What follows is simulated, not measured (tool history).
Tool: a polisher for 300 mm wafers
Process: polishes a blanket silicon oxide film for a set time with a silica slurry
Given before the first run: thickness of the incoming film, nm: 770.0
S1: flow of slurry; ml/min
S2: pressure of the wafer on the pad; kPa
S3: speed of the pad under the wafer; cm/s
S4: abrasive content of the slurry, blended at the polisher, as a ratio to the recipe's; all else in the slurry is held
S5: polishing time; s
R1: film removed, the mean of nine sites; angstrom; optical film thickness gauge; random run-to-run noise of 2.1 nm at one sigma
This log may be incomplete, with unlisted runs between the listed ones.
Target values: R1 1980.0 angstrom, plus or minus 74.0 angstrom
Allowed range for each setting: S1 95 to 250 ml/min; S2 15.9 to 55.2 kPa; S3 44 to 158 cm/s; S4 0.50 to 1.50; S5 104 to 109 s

run 1 hour=0.0 | S1=160 S2=35.2 S3=100 S4=1.00 S5=104 | R1=3051.0
run 2 hour=7.2 | S1=160 S2=35.2 S3=100 S4=1.00 S5=104 | R1=3037.0
run 3 hour=8.5 | S1=125 S2=35.2 S3=100 S4=1.00 S5=104 | R1=2986.4
run 4 hour=10.8 | S1=125 S2=35.2 S3=82 S4=1.00 S5=104 | R1=2581.6
run 5 hour=14.4 | S1=125 S2=35.2 S3=70 S4=1.00 S5=104 | R1=2339.4
run 6 hour=20.7 | S1=125 S2=34.5 S3=70 S4=1.00 S5=104 | R1=2324.8
run 7 hour=27.2 | S1=125 S2=33.8 S3=70 S4=1.00 S5=104 | R1=2255.1
run 8 hour=34.4 | S1=125 S2=33.1 S3=70 S4=1.00 S5=104 | R1=2221.4
run 9 hour=40.1 | S1=125 S2=32.4 S3=70 S4=1.00 S5=104 | R1=2131.6

5 candidate next runs follow, results not yet known. Just one meets every target within its allowed miss. Identify it.
run A hour=45.8 | S1=115 S2=42.1 S3=50 S4=0.90 S5=104 | R1=?
run B hour=45.8 | S1=100 S2=36.5 S3=64 S4=0.90 S5=109 | R1=?
run C hour=45.8 | S1=155 S2=29.6 S3=82 S4=0.80 S5=109 | R1=?
run D hour=45.8 | S1=95 S2=28.3 S3=86 S4=1.05 S5=109 | R1=?
run E hour=45.8 | S1=125 S2=34.5 S3=44 S4=1.20 S5=109 | R1=?

move=A R1=2131.4
move=B R1=2185.5
move=C R1=2146.6
move=D R1=2172.5
move=E R1=1973.2
A: roughly where the last run was
B: lands further from the targets than the last run did
C: lands further from the targets than the last run did
D: lands further from the targets than the last run did
E: each result inside its tolerance
E is the move that brings every result within its allowed miss.

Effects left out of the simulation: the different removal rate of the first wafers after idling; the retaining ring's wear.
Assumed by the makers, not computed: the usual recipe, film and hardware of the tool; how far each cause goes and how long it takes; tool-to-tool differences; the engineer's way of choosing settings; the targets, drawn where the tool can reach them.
